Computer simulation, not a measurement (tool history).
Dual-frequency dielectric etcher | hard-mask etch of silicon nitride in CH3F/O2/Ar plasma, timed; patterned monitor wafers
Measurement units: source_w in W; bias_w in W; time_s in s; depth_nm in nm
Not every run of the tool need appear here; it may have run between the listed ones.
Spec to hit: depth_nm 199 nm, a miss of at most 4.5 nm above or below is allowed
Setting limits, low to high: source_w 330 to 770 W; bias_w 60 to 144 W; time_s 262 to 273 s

Run 1, hour 0: source_w 550 W, bias_w 102 W, time_s 262 s. Result: depth_nm 217.12 nm.
Run 2, hour 6.6: source_w 530 W, bias_w 101 W, time_s 262 s. Result: depth_nm 212.2 nm.
Run 3, hour 10.6: source_w 520 W, bias_w 100 W, time_s 262 s. Result: depth_nm 210.12 nm.
Run 4, hour 17.8: source_w 520 W, bias_w 100 W, time_s 273 s. Result: depth_nm 216.69 nm.
Run 5, hour 19: source_w 520 W, bias_w 93 W, time_s 273 s. Result: depth_nm 209.13 nm.
Run 6, hour 24.2: source_w 520 W, bias_w 100 W, time_s 273 s. Result: depth_nm 217.22 nm.
Run 7, hour 28.4: source_w 500 W, bias_w 100 W, time_s 273 s. Result: depth_nm 213.31 nm.
Run 8, hour 30.8: source_w 490 W, bias_w 100 W, time_s 273 s. Result: depth_nm 211.02 nm.
Run 9, hour 34.7: source_w 480 W, bias_w 100 W, time_s 273 s. Result: depth_nm 208.28 nm.
Run 10, hour 36.3: source_w 480 W, bias_w 100 W, time_s 273 s. Result: depth_nm 208.32 nm.
Run 11, hour 39.3: source_w 420 W, bias_w 97 W, time_s 272.5 s. Result: depth_nm 189.54 nm.
Run 12, hour 46.6: source_w 470 W, bias_w 98 W, time_s 272.5 s. Result: depth_nm 204.34 nm.

Which single option among these 4 for the next run brings every result within its allowed miss of target? Just one does.
Run A, hour 53.9: source_w 480 W, bias_w 105 W, time_s 273 s. Result: depth_nm ?.
Run B, hour 53.9: source_w 410 W, bias_w 108 W, time_s 272 s. Result: depth_nm ?.
Run C, hour 53.9: source_w 460 W, bias_w 106 W, time_s 273 s. Result: depth_nm ?.
Run D, hour 53.9: source_w 480 W, bias_w 101 W, time_s 273 s. Result: depth_nm ?.

move  depth_nm
   A    215.49
   B    200.36
   C    211.85
   D    210.67
A: moves away from the targets compared with the last run
B: in spec on every target
C: moves away from the targets compared with the last run
D: moves away from the targets compared with the last run
Move B is the one to make.
